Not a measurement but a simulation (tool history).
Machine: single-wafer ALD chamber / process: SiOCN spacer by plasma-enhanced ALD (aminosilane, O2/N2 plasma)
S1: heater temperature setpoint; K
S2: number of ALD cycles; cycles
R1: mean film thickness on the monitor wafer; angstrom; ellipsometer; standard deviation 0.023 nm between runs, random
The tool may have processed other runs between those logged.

run,hour,S1,S2,R1
1,0.0,663.15,84,51.980
2,1.5,655.15,84,51.750
3,7.3,655.15,90,55.374
4,10.3,655.15,86,52.787
5,12.9,655.15,81,49.204
6,14.7,655.15,91,55.912

What will run 7 give?
7,20.4,655.15,85,?

R1: 52.054 angstrom
